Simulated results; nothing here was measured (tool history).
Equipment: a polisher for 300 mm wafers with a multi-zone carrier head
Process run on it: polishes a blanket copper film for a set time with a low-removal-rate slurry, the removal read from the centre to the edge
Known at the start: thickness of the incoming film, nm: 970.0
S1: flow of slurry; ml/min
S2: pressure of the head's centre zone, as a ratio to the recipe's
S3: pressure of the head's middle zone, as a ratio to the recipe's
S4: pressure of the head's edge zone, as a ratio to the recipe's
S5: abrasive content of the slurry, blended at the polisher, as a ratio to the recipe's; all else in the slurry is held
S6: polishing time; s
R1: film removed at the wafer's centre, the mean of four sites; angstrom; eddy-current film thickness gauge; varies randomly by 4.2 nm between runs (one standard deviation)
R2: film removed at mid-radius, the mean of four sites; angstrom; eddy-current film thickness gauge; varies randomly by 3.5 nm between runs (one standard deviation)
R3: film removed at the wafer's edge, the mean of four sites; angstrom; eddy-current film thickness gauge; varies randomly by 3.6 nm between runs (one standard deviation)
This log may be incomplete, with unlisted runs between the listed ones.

| run | day | S1 | S2 | S3 | S4 | S5 | S6 | R1 | R2 | R3 |
|---|---|---|---|---|---|---|---|---|---|---|
| 1 | 0.000 | 140 | 1.00 | 1.00 | 1.00 | 1.00 | 55 | 1907.1 | 1938.4 | 1947.2 |
| 2 | 0.079 | 150 | 1.03 | 1.04 | 1.00 | 1.10 | 56 | 2068.7 | 2082.4 | 2031.8 |
| 3 | 0.138 | 150 | 1.03 | 1.04 | 1.00 | 1.00 | 56 | 2076.0 | 2076.6 | 1987.1 |
| 4 | 0.479 | 150 | 1.03 | 1.04 | 1.00 | 1.00 | 62 | 2240.3 | 2279.9 | 2198.3 |
| 5 | 0.658 | 160 | 1.05 | 1.07 | 1.00 | 1.05 | 63 | 2395.6 | 2458.6 | 2343.3 |
| 6 | 0.688 | 170 | 1.08 | 1.10 | 0.99 | 1.05 | 63 | 2434.4 | 2503.4 | 2330.8 |
| 7 | 1.017 | 175 | 1.11 | 1.12 | 0.97 | 1.10 | 64 | 2662.7 | 2646.6 | 2313.5 |

Predict the results of run 8:
| 8 | 1.258 | 180 | 1.12 | 1.13 | 0.98 | 1.15 | 64 | ? | ? | ? |

R1: 2666.1 angstrom
R2: 2643.8 angstrom
R3: 2374.1 angstrom
